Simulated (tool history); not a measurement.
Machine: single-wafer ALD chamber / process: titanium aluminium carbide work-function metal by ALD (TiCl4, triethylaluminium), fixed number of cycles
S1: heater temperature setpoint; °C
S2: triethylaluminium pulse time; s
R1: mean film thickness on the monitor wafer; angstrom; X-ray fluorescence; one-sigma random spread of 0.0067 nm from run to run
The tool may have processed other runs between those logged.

run 1 day=0 | S1=310 S2=15.47 | R1=22.984
run 2 day=0.104 | S1=307 S2=14.77 | R1=22.693
run 3 day=0.283 | S1=314 S2=14.77 | R1=23.497
run 4 day=0.629 | S1=306 S2=14.77 | R1=22.613
run 5 day=0.671 | S1=304 S2=14.3 | R1=22.246
run 6 day=0.796 | S1=302 S2=14.15 | R1=22.187
run 7 day=0.871 | S1=302 S2=14.15 | R1=22.056

Run 8 has not been measured yet. What should we expect?
run 8 day=1.125 | S1=300 S2=14.03 | R1=?

{"run 8": {"R1": 21.976}}

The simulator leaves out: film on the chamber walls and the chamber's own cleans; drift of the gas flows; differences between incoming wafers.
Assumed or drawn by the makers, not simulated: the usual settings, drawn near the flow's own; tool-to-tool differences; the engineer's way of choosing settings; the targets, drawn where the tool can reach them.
